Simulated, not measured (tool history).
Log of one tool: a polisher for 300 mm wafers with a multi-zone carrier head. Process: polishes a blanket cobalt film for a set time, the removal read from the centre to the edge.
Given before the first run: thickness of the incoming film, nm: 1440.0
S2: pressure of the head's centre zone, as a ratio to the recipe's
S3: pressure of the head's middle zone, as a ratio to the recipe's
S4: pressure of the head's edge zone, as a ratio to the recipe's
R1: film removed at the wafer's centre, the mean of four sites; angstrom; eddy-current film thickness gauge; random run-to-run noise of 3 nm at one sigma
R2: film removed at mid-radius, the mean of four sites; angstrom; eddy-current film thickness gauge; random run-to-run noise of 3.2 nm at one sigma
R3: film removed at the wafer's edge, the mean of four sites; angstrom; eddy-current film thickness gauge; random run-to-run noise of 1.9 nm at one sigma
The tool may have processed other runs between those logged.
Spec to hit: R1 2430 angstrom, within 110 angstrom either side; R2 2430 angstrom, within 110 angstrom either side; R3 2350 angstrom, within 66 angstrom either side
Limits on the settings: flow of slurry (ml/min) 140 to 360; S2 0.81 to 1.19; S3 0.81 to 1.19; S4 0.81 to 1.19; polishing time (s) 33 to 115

run 1 hour=0 | flow_of_slurry_(ml/min)=230 S2=1 S3=1 S4=1 polishing_time_(s)=73 | R1=3587.2 R2=3689.9 R3=3627.4
run 2 hour=5.8 | flow_of_slurry_(ml/min)=280 S2=1 S3=1 S4=1 polishing_time_(s)=73 | R1=3725.2 R2=3800.4 R3=3727.4
run 3 hour=12.1 | flow_of_slurry_(ml/min)=280 S2=1.07 S3=1 S4=1 polishing_time_(s)=73 | R1=3949.5 R2=3792.1 R3=3743.1
run 4 hour=14.8 | flow_of_slurry_(ml/min)=265 S2=1.05 S3=0.98 S4=0.97 polishing_time_(s)=67 | R1=3581.1 R2=3361.2 R3=3411.7
run 5 hour=21.2 | flow_of_slurry_(ml/min)=265 S2=1.05 S3=0.92 S4=0.97 polishing_time_(s)=67 | R1=3629.4 R2=3140.9 R3=3337.7
run 6 hour=25.5 | flow_of_slurry_(ml/min)=260 S2=1.03 S3=0.94 S4=0.94 polishing_time_(s)=62 | R1=3134.9 R2=3059.4 R3=3054.6
run 7 hour=30.1 | flow_of_slurry_(ml/min)=255 S2=1.03 S3=0.92 S4=0.91 polishing_time_(s)=59 | R1=3073.7 R2=2889.3 R3=2867.7
run 8 hour=36 | flow_of_slurry_(ml/min)=245 S2=1.01 S3=0.9 S4=0.89 polishing_time_(s)=57 | R1=2801.3 R2=2705.5 R3=2716.8

Exactly one of the 4 candidate moves below puts every result within its allowed miss. Which one?
run A hour=41.9 | flow_of_slurry_(ml/min)=250 S2=0.94 S3=1.1 S4=0.81 polishing_time_(s)=47 | R1=? R2=? R3=?
run B hour=41.9 | flow_of_slurry_(ml/min)=295 S2=0.91 S3=0.87 S4=0.9 polishing_time_(s)=46 | R1=? R2=? R3=?
run C hour=41.9 | flow_of_slurry_(ml/min)=240 S2=1.03 S3=0.86 S4=0.96 polishing_time_(s)=47 | R1=? R2=? R3=?
run D hour=41.9 | flow_of_slurry_(ml/min)=195 S2=1.03 S3=0.98 S4=0.9 polishing_time_(s)=50 | R1=? R2=? R3=?

move=A R1=2226.9 R2=2612 R3=2192.7
move=B R1=2150.6 R2=2138.7 R3=2275.3
move=C R1=2423.6 R2=2111.5 R3=2344.3
move=D R1=2493.1 R2=2428.7 R3=2370.2
A: takes the biggest miss from the last run beyond its target
B: takes the biggest miss from the last run beyond its target
C: puts the biggest miss on target and leaves a different result outside tolerance
D: all results in spec
D is the move that brings every result within its allowed miss.
